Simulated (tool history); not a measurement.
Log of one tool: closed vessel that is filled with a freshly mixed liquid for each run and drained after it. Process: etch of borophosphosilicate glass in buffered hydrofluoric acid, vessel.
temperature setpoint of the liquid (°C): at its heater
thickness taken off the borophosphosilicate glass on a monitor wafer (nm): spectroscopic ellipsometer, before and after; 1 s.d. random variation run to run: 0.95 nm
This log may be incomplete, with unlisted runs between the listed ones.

| run | hour | temperature setpoint of the liquid (°C) | parts of 40 % ammonium fluoride to one part of 49 % hydrofluoric acid (parts by volume) | time in the liquid (s) | thickness taken off the borophosphosilicate glass on a monitor wafer (nm) |
|---|---|---|---|---|---|
| 1 | 0 | 20 | 7.5 | 100 | 124.96 |
| 2 | 4.9 | 20 | 7.5 | 100 | 126.51 |
| 3 | 8.2 | 17.5 | 7.5 | 100 | 110.56 |
| 4 | 14.2 | 19.5 | 7.5 | 100 | 122.8 |
| 5 | 18.4 | 19.5 | 7.5 | 110 | 134.8 |
| 6 | 21.2 | 20 | 7.5 | 110 | 137.03 |
| 7 | 24.8 | 20.5 | 7.5 | 110 | 142.28 |
| 8 | 32.1 | 21 | 7.5 | 110 | 146.16 |

Predict the results of run 9:
| 9 | 37.9 | 21.5 | 7.5 | 110 | ? |

thickness taken off the borophosphosilicate glass on a monitor wafer (nm): 150.67
